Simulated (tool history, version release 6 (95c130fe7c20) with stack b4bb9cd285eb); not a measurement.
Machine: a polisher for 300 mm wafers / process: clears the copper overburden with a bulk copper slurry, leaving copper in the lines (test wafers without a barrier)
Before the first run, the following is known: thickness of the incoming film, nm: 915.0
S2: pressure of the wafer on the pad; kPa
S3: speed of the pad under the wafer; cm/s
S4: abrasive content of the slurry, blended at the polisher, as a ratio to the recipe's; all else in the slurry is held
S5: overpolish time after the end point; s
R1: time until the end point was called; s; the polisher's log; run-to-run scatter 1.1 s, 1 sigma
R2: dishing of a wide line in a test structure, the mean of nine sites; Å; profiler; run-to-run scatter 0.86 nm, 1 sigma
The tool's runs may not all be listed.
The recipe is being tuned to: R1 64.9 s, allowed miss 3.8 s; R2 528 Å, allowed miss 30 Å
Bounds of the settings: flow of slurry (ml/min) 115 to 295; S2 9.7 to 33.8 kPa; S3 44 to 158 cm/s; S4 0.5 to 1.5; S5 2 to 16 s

run 1 hour=0 | flow_of_slurry_(ml/min)=190 S2=21.4 S3=100 S4=1 S5=8 | R1=98.977 R2=546.67
run 2 hour=3.1 | flow_of_slurry_(ml/min)=215 S2=21.4 S3=100 S4=1 S5=8 | R1=95.127 R2=559.55
run 3 hour=7 | flow_of_slurry_(ml/min)=220 S2=22.8 S3=100 S4=1 S5=7 | R1=89.764 R2=533.85
run 4 hour=11.7 | flow_of_slurry_(ml/min)=220 S2=22.8 S3=76 S4=1 S5=7 | R1=115.2 R2=437.39
run 5 hour=12.5 | flow_of_slurry_(ml/min)=220 S2=20 S3=76 S4=1 S5=7 | R1=132.52 R2=379.55
run 6 hour=19.5 | flow_of_slurry_(ml/min)=220 S2=20 S3=58 S4=1 S5=7 | R1=165.96 R2=299.67
run 7 hour=20.9 | flow_of_slurry_(ml/min)=235 S2=26.2 S3=84 S4=1.05 S5=3 | R1=88.055 R2=250.85
run 8 hour=22.9 | flow_of_slurry_(ml/min)=230 S2=26.9 S3=88 S4=1.05 S5=4 | R1=83.472 R2=342.99
run 9 hour=29 | flow_of_slurry_(ml/min)=230 S2=28.3 S3=88 S4=1.05 S5=4 | R1=77.83 R2=353.66
run 10 hour=34.7 | flow_of_slurry_(ml/min)=225 S2=29 S3=88 S4=1.05 S5=4 | R1=76.217 R2=367.77
run 11 hour=41.6 | flow_of_slurry_(ml/min)=220 S2=29.6 S3=88 S4=1.05 S5=4 | R1=77.792 R2=374.34
run 12 hour=49 | flow_of_slurry_(ml/min)=220 S2=33.8 S3=92 S4=1.05 S5=6 | R1=65.132 R2=620.78

Pick the move, out of 4, that brings all results within their allowed miss; only one does.
run A hour=56.4 | flow_of_slurry_(ml/min)=225 S2=33.1 S3=76 S4=1.2 S5=5 | R1=? R2=?
run B hour=56.4 | flow_of_slurry_(ml/min)=195 S2=28.3 S3=88 S4=1.25 S5=5 | R1=? R2=?
run C hour=56.4 | flow_of_slurry_(ml/min)=210 S2=29 S3=88 S4=1.25 S5=5 | R1=? R2=?
run D hour=56.4 | flow_of_slurry_(ml/min)=230 S2=32.4 S3=90 S4=1.2 S5=5 | R1=? R2=?

move=A R1=75.918 R2=473.55
move=B R1=77.869 R2=460.15
move=C R1=75.256 R2=474.9
move=D R1=65.941 R2=536.65
A: takes the result that was furthest off past its target
B: takes the result that was furthest off past its target
C: takes the result that was furthest off past its target
D: all results in spec
Move D is the one to make.

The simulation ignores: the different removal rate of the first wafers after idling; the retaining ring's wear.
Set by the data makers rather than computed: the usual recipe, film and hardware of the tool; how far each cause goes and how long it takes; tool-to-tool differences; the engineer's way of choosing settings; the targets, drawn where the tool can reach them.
